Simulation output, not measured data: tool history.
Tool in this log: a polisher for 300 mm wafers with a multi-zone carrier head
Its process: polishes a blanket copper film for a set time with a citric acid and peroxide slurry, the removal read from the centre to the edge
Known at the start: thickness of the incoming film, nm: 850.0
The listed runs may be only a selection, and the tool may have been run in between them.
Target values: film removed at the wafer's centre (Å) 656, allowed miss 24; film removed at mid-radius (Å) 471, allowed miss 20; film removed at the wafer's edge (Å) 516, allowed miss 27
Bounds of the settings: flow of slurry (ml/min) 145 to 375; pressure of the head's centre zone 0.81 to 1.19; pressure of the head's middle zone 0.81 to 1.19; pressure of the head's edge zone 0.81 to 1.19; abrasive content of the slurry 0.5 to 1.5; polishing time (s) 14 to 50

| run | hour | flow of slurry (ml/min) | pressure of the head's centre zone | pressure of the head's middle zone | pressure of the head's edge zone | abrasive content of the slurry | polishing time (s) | film removed at the wafer's centre (Å) | film removed at mid-radius (Å) | film removed at the wafer's edge (Å) |
|---|---|---|---|---|---|---|---|---|---|---|
| 1 | 0 | 240 | 1 | 1 | 1 | 1 | 32 | 796.63 | 749.41 | 766.44 |
| 2 | 4.6 | 240 | 0.93 | 1 | 1 | 1 | 32 | 743.57 | 751.66 | 767.02 |
| 3 | 9.2 | 240 | 0.96 | 0.98 | 0.98 | 0.95 | 31 | 730.74 | 706.6 | 731.46 |
| 4 | 14.9 | 240 | 0.96 | 0.98 | 0.95 | 0.95 | 31 | 710.27 | 704.06 | 725.28 |
| 5 | 16.9 | 240 | 0.96 | 0.95 | 0.95 | 0.95 | 31 | 722.72 | 687.71 | 714.91 |
| 6 | 24.1 | 240 | 0.99 | 0.93 | 0.94 | 0.9 | 30 | 702.95 | 652 | 709.52 |
| 7 | 32.9 | 250 | 1.02 | 0.92 | 0.93 | 0.95 | 28 | 693.39 | 615.65 | 641.62 |
| 8 | 40 | 240 | 1.12 | 0.82 | 0.89 | 0.7 | 24 | 638.15 | 459.52 | 523.3 |

Which one of the following 4 next-run settings gets every result inside its allowed miss? There is exactly one.
| A | 47.1 | 240 | 1.18 | 0.86 | 0.87 | 0.65 | 24 | ? | ? | ? |
| B | 47.1 | 250 | 1.09 | 0.88 | 0.88 | 0.7 | 25 | ? | ? | ? |
| C | 47.1 | 215 | 1.12 | 0.98 | 0.81 | 0.55 | 23 | ? | ? | ? |
| D | 47.1 | 220 | 1.09 | 0.85 | 0.9 | 0.8 | 23 | ? | ? | ? |

| move | film removed at the wafer's centre (Å) | film removed at mid-radius (Å) | film removed at the wafer's edge (Å) |
|---|---|---|---|
| A | 668.45 | 464.59 | 520.03 |
| B | 651.3 | 499.25 | 550.58 |
| C | 590.03 | 480.17 | 470.01 |
| D | 600.14 | 448.31 | 515.08 |
A: all results land within tolerance of their targets
B: brings the result that was furthest off to its target, and leaves another outside
C: further off than the last run
D: further off than the last run
So the answer is move A, the one that meets all the targets.

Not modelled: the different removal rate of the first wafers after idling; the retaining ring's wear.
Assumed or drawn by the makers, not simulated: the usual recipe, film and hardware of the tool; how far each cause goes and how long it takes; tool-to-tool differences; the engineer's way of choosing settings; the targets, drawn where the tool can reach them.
